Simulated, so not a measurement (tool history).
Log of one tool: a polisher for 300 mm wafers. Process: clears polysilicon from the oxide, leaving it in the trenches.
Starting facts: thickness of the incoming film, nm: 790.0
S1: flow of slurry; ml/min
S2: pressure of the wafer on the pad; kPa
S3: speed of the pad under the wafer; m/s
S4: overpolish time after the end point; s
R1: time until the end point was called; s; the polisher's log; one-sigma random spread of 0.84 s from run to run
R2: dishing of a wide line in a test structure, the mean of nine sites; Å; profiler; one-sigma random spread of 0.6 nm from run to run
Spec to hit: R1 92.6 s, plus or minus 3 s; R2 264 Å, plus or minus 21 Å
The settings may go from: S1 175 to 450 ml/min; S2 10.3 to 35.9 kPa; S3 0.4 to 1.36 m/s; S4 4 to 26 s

{"run": 1, "hour": 0.0, "S1": 290, "S2": 22.8, "S3": 0.88, "S4": 13, "R1": 55.925, "R2": 533.36}
{"run": 2, "hour": 7.6, "S1": 350, "S2": 22.8, "S3": 0.88, "S4": 13, "R1": 54.901, "R2": 520.33}
{"run": 3, "hour": 10.3, "S1": 375, "S2": 20, "S3": 0.88, "S4": 11, "R1": 62.955, "R2": 495.21}
{"run": 4, "hour": 14.3, "S1": 315, "S2": 20, "S3": 0.88, "S4": 11, "R1": 62.403, "R2": 507.05}
{"run": 5, "hour": 16.1, "S1": 315, "S2": 20, "S3": 1, "S4": 11, "R1": 55.424, "R2": 506.93}
{"run": 6, "hour": 20.7, "S1": 350, "S2": 17.9, "S3": 0.98, "S4": 9, "R1": 62.24, "R2": 460.52}
{"run": 7, "hour": 22.6, "S1": 375, "S2": 15.9, "S3": 0.96, "S4": 8, "R1": 70.38, "R2": 433.65}
{"run": 8, "hour": 30.4, "S1": 395, "S2": 14.5, "S3": 0.96, "S4": 7, "R1": 76.967, "R2": 407.65}
{"run": 9, "hour": 37.2, "S1": 450, "S2": 10.3, "S3": 1, "S4": 4, "R1": 101.68, "R2": 248.66}
{"run": 10, "hour": 39.9, "S1": 445, "S2": 11.7, "S3": 1.02, "S4": 4, "R1": 88.8, "R2": 275.97}

Pick the move, out of 4, that brings all results within their allowed miss; only one does.
{"run": "A", "hour": 42.6, "S1": 435, "S2": 11, "S3": 0.98, "S4": 5, "R1": "?", "R2": "?"}
{"run": "B", "hour": 42.6, "S1": 445, "S2": 11.7, "S3": 0.92, "S4": 5, "R1": "?", "R2": "?"}
{"run": "C", "hour": 42.6, "S1": 450, "S2": 11, "S3": 1.12, "S4": 4, "R1": "?", "R2": "?"}
{"run": "D", "hour": 42.6, "S1": 415, "S2": 11, "S3": 1.04, "S4": 4, "R1": "?", "R2": "?"}

move=A R1=96.812 R2=298.25
move=B R1=97.09 R2=297.7
move=C R1=84.813 R2=280.8
move=D R1=91.657 R2=266.21
A: pushes the last run's worst result past its target
B: pushes the last run's worst result past its target
C: lands further from the targets than the last run did
D: in spec on every target
D meets every target.
